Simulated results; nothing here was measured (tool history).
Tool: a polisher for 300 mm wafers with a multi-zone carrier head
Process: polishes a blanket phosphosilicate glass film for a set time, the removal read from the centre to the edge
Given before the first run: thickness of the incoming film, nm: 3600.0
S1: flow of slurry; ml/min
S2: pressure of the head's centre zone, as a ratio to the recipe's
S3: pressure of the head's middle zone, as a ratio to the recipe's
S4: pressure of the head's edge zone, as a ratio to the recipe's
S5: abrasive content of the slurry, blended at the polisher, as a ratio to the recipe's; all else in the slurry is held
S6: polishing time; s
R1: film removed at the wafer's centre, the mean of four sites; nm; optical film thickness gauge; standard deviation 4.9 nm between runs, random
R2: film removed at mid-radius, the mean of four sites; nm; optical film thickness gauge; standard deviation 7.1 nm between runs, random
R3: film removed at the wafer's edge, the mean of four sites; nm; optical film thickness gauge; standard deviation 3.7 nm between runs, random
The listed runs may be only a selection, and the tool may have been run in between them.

run,day,S1,S2,S3,S4,S5,S6,R1,R2,R3
1,0.000,270,1.00,1.00,1.00,1.00,57,470.50,468.86,469.54
2,0.288,290,1.04,1.05,1.03,1.05,57,505.33,500.39,491.85
3,0.421,290,1.04,1.05,1.03,1.05,48,428.38,421.83,415.09
4,0.512,220,1.04,1.05,1.03,1.05,48,404.80,408.57,402.14
5,0.692,220,1.04,1.05,1.03,1.05,42,355.42,356.91,356.20
6,0.721,220,1.04,1.05,1.00,1.05,42,360.94,357.51,345.79
7,0.975,295,1.14,1.15,1.10,1.30,50,527.56,519.02,479.64
8,1.121,320,1.14,1.16,1.12,1.35,50,537.51,527.42,488.28

What does the tool deliver on the next run?
9,1.150,320,1.14,1.16,1.12,1.35,50,?,?,?

Run 9 yielded R1 538.27 nm, R2 532.98 nm, R3 484.43 nm.
